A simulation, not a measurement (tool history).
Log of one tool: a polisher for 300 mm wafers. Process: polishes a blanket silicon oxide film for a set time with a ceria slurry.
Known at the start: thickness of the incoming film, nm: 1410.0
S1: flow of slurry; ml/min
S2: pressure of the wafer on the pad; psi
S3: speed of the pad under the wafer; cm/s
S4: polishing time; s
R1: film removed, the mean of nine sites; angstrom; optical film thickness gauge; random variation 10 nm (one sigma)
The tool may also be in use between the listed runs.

| run | hour | S1 | S2 | S3 | S4 | R1 |
|---|---|---|---|---|---|---|
| 1 | 0.0 | 285 | 3.9 | 132 | 96 | 6886.9 |
| 2 | 5.2 | 285 | 3.9 | 116 | 96 | 6324.7 |
| 3 | 10.2 | 285 | 3.1 | 116 | 96 | 5394.3 |
| 4 | 18.1 | 285 | 2.6 | 116 | 96 | 4864.2 |
| 5 | 20.6 | 315 | 2.6 | 116 | 96 | 4895.7 |
| 6 | 27.8 | 315 | 3.5 | 118 | 96 | 6029.1 |
| 7 | 33.8 | 325 | 4.0 | 120 | 96 | 6534.2 |

The next listed run, before its measurement:
| 8 | 38.0 | 325 | 5.1 | 126 | 96 | ? |

R1: 8007.5 angstrom

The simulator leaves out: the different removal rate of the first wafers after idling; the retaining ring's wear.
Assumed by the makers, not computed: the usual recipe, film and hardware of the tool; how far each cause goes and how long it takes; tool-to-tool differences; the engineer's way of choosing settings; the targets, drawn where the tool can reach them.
